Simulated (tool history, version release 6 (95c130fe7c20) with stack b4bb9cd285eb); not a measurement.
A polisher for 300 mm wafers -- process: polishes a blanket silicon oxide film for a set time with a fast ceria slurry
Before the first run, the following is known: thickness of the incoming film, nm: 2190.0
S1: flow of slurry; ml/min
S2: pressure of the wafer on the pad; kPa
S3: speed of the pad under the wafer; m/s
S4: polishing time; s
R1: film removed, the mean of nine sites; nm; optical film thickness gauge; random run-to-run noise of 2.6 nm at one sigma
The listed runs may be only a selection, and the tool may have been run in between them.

run 1 hour=0.0 | S1=210 S2=18.6 S3=1.24 S4=57 | R1=893.21
run 2 hour=2.2 | S1=205 S2=16.5 S3=1.16 S4=57 | R1=763.10
run 3 hour=9.8 | S1=200 S2=15.2 S3=1.08 S4=57 | R1=682.28
run 4 hour=12.0 | S1=200 S2=15.2 S3=1.08 S4=59 | R1=695.87
run 5 hour=19.2 | S1=175 S2=15.2 S3=1.08 S4=59 | R1=685.42
run 6 hour=23.3 | S1=170 S2=13.8 S3=1.02 S4=59 | R1=606.52
run 7 hour=25.4 | S1=165 S2=13.1 S3=0.98 S4=59 | R1=556.64

For run 8, what comes out?
run 8 hour=32.8 | S1=145 S2=9.0 S3=0.82 S4=59 | R1=?

{"run 8": {"R1": 365.24}}
